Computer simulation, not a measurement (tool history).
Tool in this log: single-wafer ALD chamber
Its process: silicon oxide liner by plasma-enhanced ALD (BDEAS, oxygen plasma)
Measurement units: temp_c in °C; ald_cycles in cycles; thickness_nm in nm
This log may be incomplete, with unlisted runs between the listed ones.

run 1 hour=0.0 | temp_c=315 ald_cycles=84 | thickness_nm=8.1895
run 2 hour=4.0 | temp_c=316 ald_cycles=80 | thickness_nm=7.7960
run 3 hour=5.1 | temp_c=322 ald_cycles=80 | thickness_nm=7.7450
run 4 hour=9.3 | temp_c=322 ald_cycles=77 | thickness_nm=7.4708
run 5 hour=14.8 | temp_c=322 ald_cycles=83 | thickness_nm=8.0275
run 6 hour=19.8 | temp_c=322 ald_cycles=79 | thickness_nm=7.6350

For run 7, what comes out?
run 7 hour=23.3 | temp_c=322 ald_cycles=77 | thickness_nm=?

thickness_nm: 7.4402 nm
